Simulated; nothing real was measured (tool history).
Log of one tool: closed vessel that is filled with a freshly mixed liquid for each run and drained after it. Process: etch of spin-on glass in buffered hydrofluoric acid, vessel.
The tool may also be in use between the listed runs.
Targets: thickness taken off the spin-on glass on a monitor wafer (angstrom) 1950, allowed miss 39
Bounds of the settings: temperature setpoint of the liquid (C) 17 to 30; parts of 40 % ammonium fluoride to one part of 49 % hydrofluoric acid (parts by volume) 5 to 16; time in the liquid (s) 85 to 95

run  hour  temperature setpoint of the liquid (C)  parts of 40 % ammonium fluoride to one part of 49 % hydrofluoric acid (parts by volume)  time in the liquid (s)  thickness taken off the spin-on glass on a monitor wafer (angstrom)
  1     0                                      22                                                                                      9.5                      85                                                               2397.1
  2   2.8                                      22                                                                                      9.5                      85                                                               2405.6
  3   7.1                                    25.5                                                                                      9.5                      85                                                               2914.7
  4  14.9                                    25.5                                                                                      9.5                      85                                                               2906.3
  5  16.5                                    23.5                                                                                      9.5                      85                                                               2587.1
  6  23.2                                      22                                                                                      9.5                      85                                                               2403.8
  7  26.8                                      21                                                                                      9.5                      85                                                               2268.1
  8  30.3                                      20                                                                                      9.5                      85                                                               2143.2
  9  31.2                                    19.5                                                                                      9.5                      85                                                               2090.1

Which of these 4 next moves meets every target?
  A  32.1                                      17                                                                                      7.5                      85                                                                    ?
  B  32.1                                    19.5                                                                                       10                      85                                                                    ?
  C  32.1                                    17.5                                                                                      7.5                      85                                                                    ?
  D  32.1                                      17                                                                                       10                      95                                                                    ?

move  thickness taken off the spin-on glass on a monitor wafer (angstrom)
   A                                                               2284.7
   B                                                               2021.1
   C                                                               2350.7
   D                                                               1960.6
A: further off than the last run
B: nearer than the last run, and not there yet
C: further off than the last run
D: meets every target
The right move is D.
